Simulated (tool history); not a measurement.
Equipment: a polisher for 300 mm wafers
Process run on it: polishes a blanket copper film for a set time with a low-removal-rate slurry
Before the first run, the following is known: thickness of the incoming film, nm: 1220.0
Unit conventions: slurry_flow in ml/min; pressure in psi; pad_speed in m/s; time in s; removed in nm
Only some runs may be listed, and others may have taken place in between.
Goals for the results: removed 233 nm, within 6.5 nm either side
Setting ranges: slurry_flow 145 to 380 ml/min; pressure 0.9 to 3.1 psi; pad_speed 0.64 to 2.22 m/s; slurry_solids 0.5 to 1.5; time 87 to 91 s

| run | hour | slurry_flow | pressure | pad_speed | slurry_solids | time | removed |
|---|---|---|---|---|---|---|---|
| 1 | 0 | 245 | 2 | 1.42 | 1 | 87 | 303.38 |
| 2 | 8.1 | 215 | 2 | 1.42 | 1 | 87 | 303.35 |
| 3 | 10.7 | 215 | 2.4 | 1.42 | 1 | 87 | 341.54 |
| 4 | 17.9 | 215 | 2 | 1.4 | 1 | 87 | 291.29 |
| 5 | 23.9 | 215 | 2 | 1.4 | 0.9 | 87 | 292.92 |
| 6 | 26.7 | 210 | 1.8 | 1.4 | 0.9 | 87 | 267.98 |
| 7 | 33.3 | 205 | 1.7 | 1.4 | 0.9 | 87 | 259.59 |
| 8 | 34 | 205 | 1.6 | 1.4 | 0.9 | 87 | 251.24 |

4 candidate next runs follow, results not yet known. Just one meets every target within its allowed miss. Identify it.
| A | 34.7 | 205 | 1.3 | 1.44 | 1 | 88 | ? |
| B | 34.7 | 195 | 1.2 | 1.34 | 1 | 91 | ? |
| C | 34.7 | 255 | 2.1 | 1.2 | 0.7 | 87 | ? |
| D | 34.7 | 195 | 1.8 | 1.16 | 0.85 | 87 | ? |

| move | removed |
|---|---|
| A | 233.93 |
| B | 213.89 |
| C | 255.96 |
| D | 222.42 |
A: in spec on every target
B: pushes the last run's worst result past its target
C: moves away from the targets compared with the last run
D: pushes the last run's worst result past its target
The right move is A.
